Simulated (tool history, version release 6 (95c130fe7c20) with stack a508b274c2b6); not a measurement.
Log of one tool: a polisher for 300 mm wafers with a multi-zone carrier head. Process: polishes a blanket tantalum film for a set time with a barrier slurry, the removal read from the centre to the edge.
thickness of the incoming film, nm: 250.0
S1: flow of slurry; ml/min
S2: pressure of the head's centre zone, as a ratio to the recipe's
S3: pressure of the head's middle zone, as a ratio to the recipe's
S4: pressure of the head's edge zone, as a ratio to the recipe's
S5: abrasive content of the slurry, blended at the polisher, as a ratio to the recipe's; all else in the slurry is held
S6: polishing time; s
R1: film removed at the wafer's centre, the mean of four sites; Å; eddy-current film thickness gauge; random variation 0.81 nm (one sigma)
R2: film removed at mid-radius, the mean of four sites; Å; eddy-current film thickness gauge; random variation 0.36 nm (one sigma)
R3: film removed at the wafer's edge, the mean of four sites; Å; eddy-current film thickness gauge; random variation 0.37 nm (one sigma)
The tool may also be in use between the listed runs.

Run 1, day 0: S1 235 ml/min, S2 1, S3 1, S4 1, S5 1, S6 47 s. Result: R1 778.99 Å, R2 742.88 Å, R3 750.69 Å.
Run 2, day 0.354: S1 235 ml/min, S2 1, S3 1, S4 1, S5 1.1, S6 47 s. Result: R1 791.28 Å, R2 758 Å, R3 770.62 Å.
Run 3, day 0.525: S1 235 ml/min, S2 0.92, S3 1, S4 1, S5 1.1, S6 47 s. Result: R1 720.35 Å, R2 761.7 Å, R3 769.03 Å.
Run 4, day 0.771: S1 225 ml/min, S2 0.91, S3 0.96, S4 0.95, S5 0.9, S6 46 s. Result: R1 672.48 Å, R2 697.29 Å, R3 694.89 Å.
Run 5, day 1.1: S1 215 ml/min, S2 0.9, S3 0.92, S4 0.93, S5 0.8, S6 45 s. Result: R1 620.09 Å, R2 649.8 Å, R3 665.14 Å.
Run 6, day 1.275: S1 215 ml/min, S2 0.9, S3 0.92, S4 0.93, S5 0.7, S6 45 s. Result: R1 584.91 Å, R2 619.74 Å, R3 630.79 Å.
Run 7, day 1.375: S1 210 ml/min, S2 0.92, S3 0.9, S4 0.91, S5 0.65, S6 44 s. Result: R1 573.44 Å, R2 593.56 Å, R3 605.18 Å.
Run 8, day 1.525: S1 205 ml/min, S2 0.94, S3 0.88, S4 0.89, S5 0.6, S6 44 s. Result: R1 575.74 Å, R2 572.82 Å, R3 587.59 Å.

The next listed run, before its measurement:
Run 9, day 1.625: S1 200 ml/min, S2 0.94, S3 0.86, S4 0.87, S5 0.55, S6 44 s. Result: R1 ?, R2 ?, R3 ?.

R1: 557.4 Å
R2: 550.76 Å
R3: 556.6 Å
